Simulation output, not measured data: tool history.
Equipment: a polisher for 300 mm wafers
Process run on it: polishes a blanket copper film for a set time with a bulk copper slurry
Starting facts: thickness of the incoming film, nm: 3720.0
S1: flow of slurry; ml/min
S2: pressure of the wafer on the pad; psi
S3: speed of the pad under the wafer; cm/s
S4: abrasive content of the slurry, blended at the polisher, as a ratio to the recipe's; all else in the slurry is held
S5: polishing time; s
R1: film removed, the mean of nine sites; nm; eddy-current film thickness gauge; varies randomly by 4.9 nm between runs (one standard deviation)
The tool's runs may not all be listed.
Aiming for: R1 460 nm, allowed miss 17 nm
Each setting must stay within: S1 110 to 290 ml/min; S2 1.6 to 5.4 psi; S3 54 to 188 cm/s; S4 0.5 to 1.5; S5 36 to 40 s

Run 1, hour 0: S1 185 ml/min, S2 3.5 psi, S3 120 cm/s, S4 1, S5 40 s. Result: R1 649.34 nm.
Run 2, hour 5.4: S1 185 ml/min, S2 3.2 psi, S3 120 cm/s, S4 1, S5 40 s. Result: R1 616.71 nm.
Run 3, hour 6.7: S1 185 ml/min, S2 2.4 psi, S3 120 cm/s, S4 1, S5 40 s. Result: R1 516.74 nm.
Run 4, hour 13.5: S1 165 ml/min, S2 2.4 psi, S3 120 cm/s, S4 1, S5 40 s. Result: R1 526.05 nm.
Run 5, hour 15.5: S1 165 ml/min, S2 2.8 psi, S3 120 cm/s, S4 1, S5 40 s. Result: R1 565.77 nm.
Run 6, hour 21.4: S1 165 ml/min, S2 2.8 psi, S3 120 cm/s, S4 1, S5 36 s. Result: R1 511.97 nm.
Run 7, hour 26: S1 165 ml/min, S2 2.7 psi, S3 120 cm/s, S4 1, S5 36 s. Result: R1 497.41 nm.
Run 8, hour 28.4: S1 165 ml/min, S2 2.6 psi, S3 120 cm/s, S4 1, S5 36 s. Result: R1 488.18 nm.
Run 9, hour 30.3: S1 165 ml/min, S2 2.5 psi, S3 120 cm/s, S4 1, S5 36 s. Result: R1 486.11 nm.

Below are 4 possible settings for the next run. Only one of them brings all results inside the allowed miss of their targets. Which is it?
Run A, hour 32.2: S1 170 ml/min, S2 2.5 psi, S3 104 cm/s, S4 1.05, S5 36 s. Result: R1 ?.
Run B, hour 32.2: S1 145 ml/min, S2 2 psi, S3 130 cm/s, S4 1.1, S5 36 s. Result: R1 ?.
Run C, hour 32.2: S1 180 ml/min, S2 2.2 psi, S3 120 cm/s, S4 1.05, S5 40 s. Result: R1 ?.
Run D, hour 32.2: S1 155 ml/min, S2 2.7 psi, S3 114 cm/s, S4 1.3, S5 36 s. Result: R1 ?.

move      R1
   A  429.01
   B   467.4
   C  511.49
   D  501.13
A: takes the biggest miss from the last run beyond its target
B: each result inside its tolerance
C: its largest miss is bigger than the last run's
D: its largest miss is bigger than the last run's
So the answer is move B, the one that meets all the targets.

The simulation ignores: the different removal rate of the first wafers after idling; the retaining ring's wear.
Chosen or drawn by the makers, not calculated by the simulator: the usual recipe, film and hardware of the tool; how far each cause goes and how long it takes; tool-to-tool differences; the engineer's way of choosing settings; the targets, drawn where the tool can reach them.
